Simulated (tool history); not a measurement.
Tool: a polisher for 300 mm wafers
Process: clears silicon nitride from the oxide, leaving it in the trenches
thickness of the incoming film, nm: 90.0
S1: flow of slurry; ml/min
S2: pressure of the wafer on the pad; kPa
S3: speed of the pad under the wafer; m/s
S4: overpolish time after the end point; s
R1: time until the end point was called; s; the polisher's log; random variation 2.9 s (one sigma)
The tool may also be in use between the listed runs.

Run 1, hour 0.0: S1 175 ml/min, S2 19.3 kPa, S3 1.04 m/s, S4 33 s. Result: R1 96.561 s.
Run 2, hour 2.1: S1 160 ml/min, S2 19.3 kPa, S3 1.04 m/s, S4 33 s. Result: R1 97.588 s.
Run 3, hour 6.2: S1 160 ml/min, S2 19.3 kPa, S3 1.18 m/s, S4 33 s. Result: R1 87.200 s.
Run 4, hour 7.1: S1 160 ml/min, S2 19.3 kPa, S3 1.18 m/s, S4 33 s. Result: R1 88.714 s.
Run 5, hour 8.2: S1 130 ml/min, S2 19.3 kPa, S3 1.18 m/s, S4 33 s. Result: R1 91.342 s.
Run 6, hour 12.8: S1 130 ml/min, S2 16.5 kPa, S3 1.14 m/s, S4 33 s. Result: R1 101.840 s.
Run 7, hour 17.7: S1 125 ml/min, S2 14.5 kPa, S3 1.04 m/s, S4 33 s. Result: R1 122.620 s.

The next listed run, before its measurement:
Run 8, hour 26.4: S1 125 ml/min, S2 9.0 kPa, S3 0.94 m/s, S4 33 s. Result: R1 ?.

R1: 194.690 s
